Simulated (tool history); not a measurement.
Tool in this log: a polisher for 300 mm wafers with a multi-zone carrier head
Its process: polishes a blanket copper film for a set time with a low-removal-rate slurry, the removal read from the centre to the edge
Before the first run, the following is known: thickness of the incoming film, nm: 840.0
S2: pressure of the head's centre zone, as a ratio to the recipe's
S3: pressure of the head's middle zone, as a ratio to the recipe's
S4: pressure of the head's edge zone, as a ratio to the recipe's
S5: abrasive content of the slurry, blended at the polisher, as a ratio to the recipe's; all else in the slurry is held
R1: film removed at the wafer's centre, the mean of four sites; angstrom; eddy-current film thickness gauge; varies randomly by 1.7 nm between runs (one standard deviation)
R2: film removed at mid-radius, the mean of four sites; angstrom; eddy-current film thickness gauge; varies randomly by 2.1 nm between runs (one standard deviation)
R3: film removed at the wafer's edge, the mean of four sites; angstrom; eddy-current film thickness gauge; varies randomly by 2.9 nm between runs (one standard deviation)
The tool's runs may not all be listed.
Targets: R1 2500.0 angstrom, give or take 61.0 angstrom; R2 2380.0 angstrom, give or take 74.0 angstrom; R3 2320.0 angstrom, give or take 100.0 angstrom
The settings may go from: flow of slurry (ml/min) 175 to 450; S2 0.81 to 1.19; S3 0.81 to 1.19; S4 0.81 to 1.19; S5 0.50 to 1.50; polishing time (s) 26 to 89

run 1 hour=0.0 | flow_of_slurry_(ml/min)=290 S2=1.00 S3=1.00 S4=1.00 S5=1.00 polishing_time_(s)=57 | R1=1893.5 R2=1995.8 R3=1922.3
run 2 hour=2.4 | flow_of_slurry_(ml/min)=330 S2=1.00 S3=1.00 S4=1.00 S5=1.00 polishing_time_(s)=57 | R1=1936.5 R2=2036.6 R3=1922.3
run 3 hour=8.1 | flow_of_slurry_(ml/min)=330 S2=1.00 S3=1.00 S4=0.95 S5=1.00 polishing_time_(s)=57 | R1=1901.9 R2=2038.1 R3=1856.0
run 4 hour=9.5 | flow_of_slurry_(ml/min)=325 S2=1.04 S3=1.03 S4=1.01 S5=1.10 polishing_time_(s)=57 | R1=2040.8 R2=2107.7 R3=1946.0
run 5 hour=15.8 | flow_of_slurry_(ml/min)=320 S2=1.06 S3=1.04 S4=1.05 S5=1.20 polishing_time_(s)=58 | R1=2145.8 R2=2224.0 R3=2056.6
run 6 hour=22.1 | flow_of_slurry_(ml/min)=320 S2=1.08 S3=1.04 S4=1.08 S5=1.25 polishing_time_(s)=58 | R1=2217.4 R2=2263.2 R3=2092.0
run 7 hour=27.2 | flow_of_slurry_(ml/min)=320 S2=1.09 S3=1.03 S4=1.11 S5=1.30 polishing_time_(s)=58 | R1=2229.0 R2=2230.2 R3=2130.3
run 8 hour=30.1 | flow_of_slurry_(ml/min)=325 S2=1.11 S3=1.03 S4=1.13 S5=1.35 polishing_time_(s)=58 | R1=2314.5 R2=2214.0 R3=2162.8
run 9 hour=34.0 | flow_of_slurry_(ml/min)=330 S2=1.12 S3=1.04 S4=1.15 S5=1.40 polishing_time_(s)=58 | R1=2350.4 R2=2246.7 R3=2170.7
run 10 hour=35.2 | flow_of_slurry_(ml/min)=330 S2=1.12 S3=1.04 S4=1.16 S5=1.45 polishing_time_(s)=59 | R1=2386.0 R2=2326.8 R3=2243.0

Of the 5 settings listed for the next run, only one would bring every result within its allowed miss of target. Which one?
run A hour=36.4 | flow_of_slurry_(ml/min)=330 S2=1.15 S3=1.01 S4=1.19 S5=1.40 polishing_time_(s)=59 | R1=? R2=? R3=?
run B hour=36.4 | flow_of_slurry_(ml/min)=290 S2=1.10 S3=1.12 S4=1.14 S5=1.45 polishing_time_(s)=58 | R1=? R2=? R3=?
run C hour=36.4 | flow_of_slurry_(ml/min)=325 S2=0.97 S3=0.96 S4=1.04 S5=1.25 polishing_time_(s)=67 | R1=? R2=? R3=?
run D hour=36.4 | flow_of_slurry_(ml/min)=335 S2=1.13 S3=1.03 S4=1.15 S5=1.50 polishing_time_(s)=60 | R1=? R2=? R3=?
run E hour=36.4 | flow_of_slurry_(ml/min)=190 S2=1.08 S3=1.05 S4=1.19 S5=1.35 polishing_time_(s)=62 | R1=? R2=? R3=?

move=A R1=2451.0 R2=2273.4 R3=2288.7
move=B R1=2289.1 R2=2427.3 R3=2199.1
move=C R1=2289.2 R2=2419.0 R3=2400.9
move=D R1=2486.7 R2=2386.7 R3=2326.7
move=E R1=2220.2 R2=2286.0 R3=2264.5
A: puts the biggest miss on target and leaves a different result outside tolerance
B: lands further from the targets than the last run did
C: lands further from the targets than the last run did
D: hits every target within its allowed miss
E: lands further from the targets than the last run did
Correct choice: D, which meets every target
